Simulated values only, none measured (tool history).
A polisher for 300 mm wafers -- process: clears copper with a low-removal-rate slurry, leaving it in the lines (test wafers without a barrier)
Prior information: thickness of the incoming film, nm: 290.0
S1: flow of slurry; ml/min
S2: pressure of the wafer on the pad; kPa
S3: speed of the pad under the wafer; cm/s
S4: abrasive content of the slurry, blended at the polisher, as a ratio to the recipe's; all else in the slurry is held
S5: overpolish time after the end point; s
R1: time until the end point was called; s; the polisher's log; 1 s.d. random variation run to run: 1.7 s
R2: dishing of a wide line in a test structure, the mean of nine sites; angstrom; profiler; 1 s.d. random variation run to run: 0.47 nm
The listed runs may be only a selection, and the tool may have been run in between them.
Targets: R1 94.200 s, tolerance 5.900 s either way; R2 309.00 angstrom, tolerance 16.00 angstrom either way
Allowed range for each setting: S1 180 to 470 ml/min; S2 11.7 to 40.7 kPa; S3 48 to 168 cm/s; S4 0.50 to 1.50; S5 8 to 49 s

run,hour,S1,S2,S3,S4,S5,R1,R2
1,0.0,300,26.2,108,1.00,25,85.607,405.98
2,7.8,300,26.2,108,1.15,25,80.215,412.58
3,10.9,300,26.2,134,1.15,25,66.681,433.81
4,16.0,300,26.2,134,1.15,15,65.530,339.17
5,16.8,300,26.2,134,1.25,15,64.837,348.62
6,19.6,300,24.8,134,1.25,15,68.673,344.66
7,21.6,300,24.1,134,1.25,15,70.859,333.09
8,26.4,300,23.4,134,1.25,15,72.855,328.52
9,28.7,300,22.8,134,1.25,15,74.317,322.41
10,36.7,300,16.5,130,1.25,20,105.130,305.96

Consider the 4 candidate settings below. Which is the only one whose results all fall within their allowed miss of target?
A,44.7,315,15.2,156,1.25,19,?,?
B,44.7,180,16.5,136,0.85,25,?,?
C,44.7,275,20.0,146,1.30,19,?,?
D,44.7,255,21.4,136,1.15,15,?,?

move,R1,R2
A,93.739,315.74
B,116.410,328.45
C,76.471,360.48
D,80.012,306.66
A: each result inside its tolerance
B: moves away from the targets compared with the last run
C: moves the result that the last run missed by most past its target, out the other side
D: moves the result that the last run missed by most past its target, out the other side
The move that meets every target is A.
